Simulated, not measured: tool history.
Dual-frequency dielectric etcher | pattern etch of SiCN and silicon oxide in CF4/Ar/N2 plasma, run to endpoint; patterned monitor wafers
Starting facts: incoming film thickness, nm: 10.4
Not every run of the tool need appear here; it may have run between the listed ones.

run  hour  source power (W)  bias power (W)  Ar flow (sccm)  CF4 flow (sccm)  endpoint time (s)
  1     0               390              62             136               70             13.825
  2   7.5               370              62             136               70             14.565
  3  11.3               370              62             117               70             14.524
  4  16.9               370              62             117               76             14.317
  5  20.4               430              62             117               76             12.026
  6  22.4               430              56             117               76             12.508
  7    29               400              56             117               76             13.509
  8  37.2               380              56             117               76             14.543
  9    43               370              56             117               76             15.075

For run 10, what comes out?
 10    44               360              56             117               76                  ?

{"run 10": {"endpoint time (s)": 15.38}}
